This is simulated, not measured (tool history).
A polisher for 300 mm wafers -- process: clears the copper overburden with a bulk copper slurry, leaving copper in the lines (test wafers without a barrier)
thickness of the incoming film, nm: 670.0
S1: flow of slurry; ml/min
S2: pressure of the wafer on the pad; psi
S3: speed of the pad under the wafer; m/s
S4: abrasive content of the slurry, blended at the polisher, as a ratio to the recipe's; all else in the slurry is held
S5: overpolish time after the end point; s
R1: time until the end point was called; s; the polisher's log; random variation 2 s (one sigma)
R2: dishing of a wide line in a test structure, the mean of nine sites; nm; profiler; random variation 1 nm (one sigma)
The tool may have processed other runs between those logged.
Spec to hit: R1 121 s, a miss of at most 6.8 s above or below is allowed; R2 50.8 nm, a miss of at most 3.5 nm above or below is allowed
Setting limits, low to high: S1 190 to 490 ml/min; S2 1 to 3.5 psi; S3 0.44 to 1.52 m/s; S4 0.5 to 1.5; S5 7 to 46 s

run 1 day=0 | S1=315 S2=2.2 S3=0.98 S4=1 S5=24 | R1=89.697 R2=94.886
run 2 day=0.154 | S1=315 S2=2.2 S3=0.98 S4=0.9 S5=24 | R1=86.49 R2=92.826
run 3 day=0.412 | S1=315 S2=2.1 S3=0.98 S4=0.9 S5=23 | R1=92.712 R2=89.068
run 4 day=0.654 | S1=315 S2=2 S3=0.98 S4=0.9 S5=21 | R1=99.827 R2=80.057
run 5 day=0.742 | S1=315 S2=2 S3=0.98 S4=0.9 S5=20 | R1=99.434 R2=77.512
run 6 day=0.846 | S1=315 S2=2 S3=0.98 S4=1 S5=20 | R1=95.5 R2=79.972
run 7 day=0.921 | S1=315 S2=2 S3=0.98 S4=1 S5=20 | R1=97.044 R2=78.732
run 8 day=1.179 | S1=315 S2=1.9 S3=0.98 S4=1 S5=19 | R1=99.903 R2=71.175
run 9 day=1.288 | S1=315 S2=1.3 S3=0.98 S4=1 S5=14 | R1=145.59 R2=41.969
run 10 day=1.496 | S1=315 S2=1.5 S3=0.98 S4=1 S5=14 | R1=124.31 R2=46.91

Next run, 5 choices. One meets every target within its allowed miss, the rest don't. Which?
run A day=1.704 | S1=300 S2=1.6 S3=1 S4=1.25 S5=14 | R1=? R2=?
run B day=1.704 | S1=455 S2=1.6 S3=1.12 S4=0.9 S5=13 | R1=? R2=?
run C day=1.704 | S1=320 S2=1.5 S3=0.84 S4=0.85 S5=19 | R1=? R2=?
run D day=1.704 | S1=190 S2=1.5 S3=1.12 S4=0.95 S5=15 | R1=? R2=?
run E day=1.704 | S1=410 S2=1.8 S3=0.82 S4=0.9 S5=12 | R1=? R2=?

move=A R1=113 R2=51.307
move=B R1=108.03 R2=50.127
move=C R1=149.27 R2=52.098
move=D R1=123.24 R2=50.285
move=E R1=123.61 R2=42.366
A: corrects the largest miss of the last run, while another result sits out of spec
B: corrects the largest miss of the last run, while another result sits out of spec
C: corrects the largest miss of the last run, while another result sits out of spec
D: each result inside its tolerance
E: lands further from the targets than the last run did
D is the move that brings every result within its allowed miss.
